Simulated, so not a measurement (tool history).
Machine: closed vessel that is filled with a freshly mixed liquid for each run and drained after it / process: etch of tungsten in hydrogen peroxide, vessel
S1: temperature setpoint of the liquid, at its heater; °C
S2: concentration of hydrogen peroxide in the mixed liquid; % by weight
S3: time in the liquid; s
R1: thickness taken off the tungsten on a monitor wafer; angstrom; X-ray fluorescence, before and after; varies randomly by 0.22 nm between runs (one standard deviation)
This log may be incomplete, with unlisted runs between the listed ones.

{"run": 1, "hour": 0.0, "S1": 55.0, "S2": 25, "S3": 30, "R1": 560.51}
{"run": 2, "hour": 5.5, "S1": 52.0, "S2": 25, "S3": 30, "R1": 459.19}
{"run": 3, "hour": 13.5, "S1": 50.0, "S2": 25, "S3": 30, "R1": 403.33}
{"run": 4, "hour": 18.4, "S1": 50.0, "S2": 20, "S3": 30, "R1": 366.3}
{"run": 5, "hour": 27.5, "S1": 50.0, "S2": 25, "S3": 30, "R1": 404.35}
{"run": 6, "hour": 33.2, "S1": 47.0, "S2": 25, "S3": 30, "R1": 343.81}

Forecast run 7:
{"run": 7, "hour": 38.1, "S1": 46.5, "S2": 25, "S3": 30, "R1": "?"}

Logged for run 7: R1 332.32 angstrom.
